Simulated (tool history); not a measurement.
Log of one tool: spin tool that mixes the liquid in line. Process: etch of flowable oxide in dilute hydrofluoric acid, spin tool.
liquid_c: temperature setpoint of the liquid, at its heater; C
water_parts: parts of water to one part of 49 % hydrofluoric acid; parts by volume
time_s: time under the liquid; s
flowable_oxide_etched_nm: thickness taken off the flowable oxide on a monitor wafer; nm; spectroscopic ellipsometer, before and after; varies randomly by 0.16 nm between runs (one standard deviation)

run  hour  liquid_c  water_parts  time_s  flowable_oxide_etched_nm
  1     0        21           60      15                    7.6882
  2   4.5        23           50      15                    10.269
  3  13.3      21.5           50      15                    9.6133
  4  17.7      23.5           40      15                    13.089
  5  25.2        25           35      15                    16.108
  6  28.1        26           30      15                    19.772
  7  30.9        27           30      15                    20.636
  8  33.1      27.5           30      15                    21.019
  9  40.3      27.5           30      15                    20.865
 10  43.8        28           30      15                    21.613

Predict the results of run 11:
 11  49.5      28.5           30      15                         ?

{"run 11": {"flowable_oxide_etched_nm": 21.834}}
